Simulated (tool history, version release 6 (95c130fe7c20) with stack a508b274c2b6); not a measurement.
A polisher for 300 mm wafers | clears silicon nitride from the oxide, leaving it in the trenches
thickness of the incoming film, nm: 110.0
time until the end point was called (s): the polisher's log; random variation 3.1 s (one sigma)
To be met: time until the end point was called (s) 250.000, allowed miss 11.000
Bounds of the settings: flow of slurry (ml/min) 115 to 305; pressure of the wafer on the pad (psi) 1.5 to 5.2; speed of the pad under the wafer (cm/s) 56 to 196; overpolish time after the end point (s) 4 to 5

| run | hour | flow of slurry (ml/min) | pressure of the wafer on the pad (psi) | speed of the pad under the wafer (cm/s) | overpolish time after the end point (s) | time until the end point was called (s) |
|---|---|---|---|---|---|---|
| 1 | 0.0 | 195 | 3.3 | 126 | 5 | 108.890 |
| 2 | 0.9 | 195 | 3.3 | 140 | 5 | 99.137 |
| 3 | 1.7 | 195 | 3.3 | 118 | 5 | 114.850 |
| 4 | 9.4 | 220 | 3.3 | 118 | 5 | 114.100 |
| 5 | 16.0 | 220 | 3.3 | 118 | 5 | 115.580 |
| 6 | 23.9 | 220 | 2.9 | 112 | 5 | 135.180 |
| 7 | 28.3 | 220 | 2.6 | 106 | 5 | 158.200 |
| 8 | 33.6 | 220 | 2.6 | 106 | 5 | 159.270 |
| 9 | 35.3 | 215 | 1.6 | 90 | 5 | 301.320 |
| 10 | 39.4 | 225 | 1.6 | 90 | 5 | 301.830 |
| 11 | 48.0 | 225 | 1.7 | 90 | 5 | 273.060 |
| 12 | 48.9 | 230 | 1.7 | 90 | 5 | 282.800 |
| 13 | 51.4 | 230 | 1.8 | 90 | 5 | 259.520 |
| 14 | 55.5 | 235 | 1.8 | 90 | 5 | 263.600 |
| 15 | 63.8 | 235 | 1.8 | 90 | 5 | 258.600 |

5 next moves are on the table. One of them brings every result within its allowed miss. Which?
| A | 72.1 | 220 | 1.5 | 100 | 5 | ? |
| B | 72.1 | 245 | 1.5 | 112 | 5 | ? |
| C | 72.1 | 250 | 1.6 | 90 | 4 | ? |
| D | 72.1 | 250 | 1.5 | 102 | 4 | ? |
| E | 72.1 | 240 | 1.9 | 82 | 4 | ? |

| move | time until the end point was called (s) |
|---|---|
| A | 282.080 |
| B | 250.440 |
| C | 288.310 |
| D | 272.710 |
| E | 268.300 |
A: further off than the last run
B: meets every target
C: further off than the last run
D: further off than the last run
E: further off than the last run
Move B is the one to make.

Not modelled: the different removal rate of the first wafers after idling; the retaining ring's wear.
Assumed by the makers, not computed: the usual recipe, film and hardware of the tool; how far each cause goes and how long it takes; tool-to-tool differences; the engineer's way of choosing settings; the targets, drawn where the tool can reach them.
